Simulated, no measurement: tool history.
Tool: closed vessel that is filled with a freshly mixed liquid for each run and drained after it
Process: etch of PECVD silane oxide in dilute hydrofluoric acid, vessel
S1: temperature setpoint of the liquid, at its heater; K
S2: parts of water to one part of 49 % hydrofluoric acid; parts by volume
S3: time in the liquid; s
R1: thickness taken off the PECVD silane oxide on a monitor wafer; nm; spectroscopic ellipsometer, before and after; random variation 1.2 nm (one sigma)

run  hour      S1  S2   S3      R1
  1   0.0  296.15  85  560  101.47
  2   6.5  296.15  85  600  110.40
  3   8.2  298.65  75  600  140.39
  4  15.6  295.15  75  600  121.59
  5  20.7  298.15  70  600  149.43
  6  24.9  300.15  65  600  176.05
  7  27.1  301.65  65  600  183.74
  8  30.2  302.65  60  600  209.56
  9  38.7  303.15  60  600  211.72

The next listed run, before its measurement:
 10  46.6  303.65  60  600   ?

Run 10 gave R1 216.30 nm.
